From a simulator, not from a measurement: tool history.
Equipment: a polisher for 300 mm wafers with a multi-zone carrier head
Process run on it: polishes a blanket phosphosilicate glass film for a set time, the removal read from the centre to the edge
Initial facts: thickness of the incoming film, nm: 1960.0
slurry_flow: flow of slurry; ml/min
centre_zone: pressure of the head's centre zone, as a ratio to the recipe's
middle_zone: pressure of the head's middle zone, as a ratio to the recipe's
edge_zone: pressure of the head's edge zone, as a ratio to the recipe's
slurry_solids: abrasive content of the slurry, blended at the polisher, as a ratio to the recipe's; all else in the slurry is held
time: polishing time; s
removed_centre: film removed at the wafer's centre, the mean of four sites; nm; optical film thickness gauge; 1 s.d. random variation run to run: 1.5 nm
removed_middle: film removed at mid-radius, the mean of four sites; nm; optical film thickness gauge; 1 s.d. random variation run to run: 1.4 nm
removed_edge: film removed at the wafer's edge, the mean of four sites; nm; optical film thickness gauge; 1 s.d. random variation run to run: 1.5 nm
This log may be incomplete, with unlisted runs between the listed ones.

run  hour  slurry_flow  centre_zone  middle_zone  edge_zone  slurry_solids  time  removed_centre  removed_middle  removed_edge
  1   0.0          280         1.00         1.00       1.00           1.00    31          406.31          402.18        401.95
  2   6.2          280         1.00         0.96       1.00           1.00    31          406.87          386.84        398.16
  3  13.2          275         0.97         0.93       0.94           0.85    28          332.19          322.15        334.73
  4  18.8          240         0.97         0.93       0.94           0.85    28          328.07          313.77        329.18
  5  21.0          240         0.97         0.99       0.94           0.85    28          329.00          336.14        325.29
  6  25.9          240         0.93         0.99       0.94           0.85    28          319.83          332.88        324.64
  7  31.8          225         0.94         0.96       0.90           0.75    26          281.11          288.89        284.36
  8  37.0          215         0.95         0.94       0.87           0.65    25          254.79          254.82        251.14
  9  41.5          205         0.95         0.93       0.85           0.60    25          244.78          240.19        241.38
 10  42.4          200         0.95         0.93       0.84           0.55    25          236.99          232.38        230.38

Forecast run 11:
 11  51.2          195         0.94         0.92       0.83           0.55    25               ?               ?             ?

{"run 11": {"removed_centre": 231.46, "removed_middle": 228.66, "removed_edge": 227.3}}
